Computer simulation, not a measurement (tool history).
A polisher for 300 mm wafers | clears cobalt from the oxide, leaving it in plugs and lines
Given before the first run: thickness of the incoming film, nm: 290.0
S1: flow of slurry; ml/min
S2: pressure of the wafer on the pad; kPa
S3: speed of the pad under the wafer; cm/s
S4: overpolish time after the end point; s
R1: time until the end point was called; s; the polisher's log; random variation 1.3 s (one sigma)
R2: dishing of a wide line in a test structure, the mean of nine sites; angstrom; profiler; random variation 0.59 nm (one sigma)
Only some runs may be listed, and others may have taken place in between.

run  hour   S1    S2   S3  S4      R1      R2
  1     0  185  14.5  108  24  52.515  449.72
  2   8.6  185  14.5  108  28  51.396  467.41
  3  14.4  220  14.5  108  28  51.711   472.9
  4  19.7  195  13.1  106  23  58.027  462.13
  5  23.4  175  13.8   92  19  64.089  396.34
  6  27.4  175  13.8   74  19  79.377  384.67
  7  30.1  140  11.7   84   8  78.365  218.88

What will run 8 give?
  8  37.7  155  11.7  82   9   ?   ?

Run 8 yielded R1 79.252 s, R2 238.02 angstrom.

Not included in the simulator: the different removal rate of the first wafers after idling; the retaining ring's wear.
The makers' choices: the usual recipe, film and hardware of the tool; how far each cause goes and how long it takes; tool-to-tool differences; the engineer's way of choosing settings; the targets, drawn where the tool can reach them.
